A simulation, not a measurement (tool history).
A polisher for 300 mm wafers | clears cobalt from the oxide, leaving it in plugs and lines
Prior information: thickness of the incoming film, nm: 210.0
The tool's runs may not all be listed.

run	day	flow of slurry (ml/min)	pressure of the wafer on the pad (kPa)	speed of the pad under the wafer (m/s)	overpolish time after the end point (s)	time until the end point was called (s)	dishing of a wide line in a test structure (angstrom)
1	0	125	17.2	1.22	26	31.404	691.11
2	0.229	125	17.2	1.22	17	31.157	586.62
3	0.333	120	15.9	1.22	20	34.196	615.24
4	0.458	120	15.9	1.52	20	28.375	665.09
5	0.608	105	15.9	1.52	20	28.277	651.7
6	0.892	105	14.5	1.52	22	31.102	659.41

For run 7, what comes out?
7	1.075	95	9.7	1.52	35	?	?

{"run 7": {"time until the end point was called (s)": 46.723, "dishing of a wide line in a test structure (angstrom)": 680.48}}
